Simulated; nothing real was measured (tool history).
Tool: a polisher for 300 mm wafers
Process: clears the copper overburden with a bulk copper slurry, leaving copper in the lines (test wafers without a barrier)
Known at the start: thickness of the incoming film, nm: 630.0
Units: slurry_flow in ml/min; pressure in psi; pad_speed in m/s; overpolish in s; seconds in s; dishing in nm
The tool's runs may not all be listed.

run	hour	slurry_flow	pressure	pad_speed	slurry_solids	overpolish	seconds	dishing
1	0	235	3.4	1.18	1	9	51.77	27.675
2	6.9	235	3	1.18	1	9	58.549	27.024
3	11.6	235	3	0.88	1	9	76.33	25.65
4	13	235	2.7	0.88	1	9	86.521	24.217
5	15.8	235	3.1	0.88	1	9	75.544	26.141
6	21.1	235	3.2	1	1	8	63.855	25.828
7	22.4	235	3.5	1.02	1	7	58.439	26.292

Forecast run 8:
8	25.4	240	3.7	1.06	1	6	?	?

seconds: 52.556 s
dishing: 25.988 nm
